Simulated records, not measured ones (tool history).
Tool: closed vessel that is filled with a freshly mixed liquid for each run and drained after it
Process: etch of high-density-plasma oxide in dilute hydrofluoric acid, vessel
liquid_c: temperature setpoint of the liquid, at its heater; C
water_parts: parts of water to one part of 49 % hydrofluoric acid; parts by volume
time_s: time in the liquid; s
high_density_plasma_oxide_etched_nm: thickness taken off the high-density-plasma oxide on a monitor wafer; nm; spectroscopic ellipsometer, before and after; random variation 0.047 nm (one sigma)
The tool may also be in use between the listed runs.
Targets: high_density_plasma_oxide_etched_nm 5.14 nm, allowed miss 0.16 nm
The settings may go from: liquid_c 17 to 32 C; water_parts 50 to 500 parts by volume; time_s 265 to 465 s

run,day,liquid_c,water_parts,time_s,high_density_plasma_oxide_etched_nm
1,0,24,275,465,8.6548
2,0.317,27,275,465,9.6334
3,0.7,25.5,290,465,8.434
4,0.979,24,300,465,7.7092
5,1.312,23,310,465,7.1749
6,1.554,22,315,465,6.6563
7,1.754,21,320,465,6.2942
8,2.154,20.5,325,465,6.0979
9,2.533,20,330,465,5.8801
10,2.862,19.5,330,465,5.7196
# day 2.958: thermometer replaced
11,2.958,17,335,465,5.6717

5 next moves are on the table. One of them brings every result within its allowed miss. Which?
A,3.054,17,295,465,?
B,3.054,19,405,465,?
C,3.054,17.5,360,420,?
D,3.054,17,360,465,?
E,3.054,17,340,465,?

move,high_density_plasma_oxide_etched_nm
A,6.6725
B,4.7765
C,4.7697
D,5.1848
E,5.5787
A: further off than the last run
B: takes the result that was furthest off past its target
C: takes the result that was furthest off past its target
D: meets every target
E: nearer than the last run, and not there yet
Answer: D

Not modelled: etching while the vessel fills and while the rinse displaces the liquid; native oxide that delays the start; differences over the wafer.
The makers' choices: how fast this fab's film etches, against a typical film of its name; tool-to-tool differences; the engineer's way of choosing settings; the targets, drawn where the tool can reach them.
